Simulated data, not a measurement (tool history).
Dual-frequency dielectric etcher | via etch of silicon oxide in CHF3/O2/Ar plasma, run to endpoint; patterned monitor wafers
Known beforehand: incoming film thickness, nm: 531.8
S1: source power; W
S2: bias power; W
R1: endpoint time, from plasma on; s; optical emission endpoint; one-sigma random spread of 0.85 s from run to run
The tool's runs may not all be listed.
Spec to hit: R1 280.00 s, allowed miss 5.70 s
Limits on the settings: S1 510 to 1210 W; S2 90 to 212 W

run 1 hour=0.0 | S1=860 S2=151 | R1=244.12
run 2 hour=6.9 | S1=860 S2=166 | R1=235.48
run 3 hour=8.8 | S1=810 S2=163 | R1=243.26
run 4 hour=16.0 | S1=810 S2=187 | R1=228.43
run 5 hour=24.1 | S1=760 S2=182 | R1=235.63
run 6 hour=33.2 | S1=620 S2=182 | R1=254.39
run 7 hour=39.9 | S1=600 S2=179 | R1=258.58
run 8 hour=46.3 | S1=580 S2=177 | R1=262.90
run 9 hour=50.7 | S1=510 S2=161 | R1=287.24

5 next moves are on the table. One of them brings every result within its allowed miss. Which?
run A hour=55.1 | S1=560 S2=160 | R1=?
run B hour=55.1 | S1=510 S2=159 | R1=?
run C hour=55.1 | S1=510 S2=157 | R1=?
run D hour=55.1 | S1=510 S2=152 | R1=?
run E hour=55.1 | S1=520 S2=147 | R1=?

move=A R1=280.97
move=B R1=291.35
move=C R1=292.96
move=D R1=297.11
move=E R1=299.37
A: in spec on every target
B: misses by more than the last run did
C: misses by more than the last run did
D: misses by more than the last run did
E: misses by more than the last run did
The move that meets every target is A.
